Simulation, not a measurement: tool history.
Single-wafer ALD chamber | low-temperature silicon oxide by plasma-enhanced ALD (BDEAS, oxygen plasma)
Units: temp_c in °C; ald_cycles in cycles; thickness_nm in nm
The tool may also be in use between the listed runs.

{"run": 1, "hour": 0.0, "temp_c": 110, "ald_cycles": 55, "thickness_nm": 7.5773}
{"run": 2, "hour": 6.9, "temp_c": 114, "ald_cycles": 55, "thickness_nm": 7.5154}
{"run": 3, "hour": 13.1, "temp_c": 114, "ald_cycles": 58, "thickness_nm": 7.887}
{"run": 4, "hour": 22.2, "temp_c": 112, "ald_cycles": 61, "thickness_nm": 8.317}
{"run": 5, "hour": 23.7, "temp_c": 111, "ald_cycles": 63, "thickness_nm": 8.6691}
{"run": 6, "hour": 25.2, "temp_c": 109, "ald_cycles": 64, "thickness_nm": 8.7817}
{"run": 7, "hour": 27.6, "temp_c": 109, "ald_cycles": 65, "thickness_nm": 8.9093}

Run 8 comes next. What will it give?
{"run": 8, "hour": 32.7, "temp_c": 109, "ald_cycles": 66, "thickness_nm": "?"}

Run 8 gave thickness_nm 9.0699 nm.
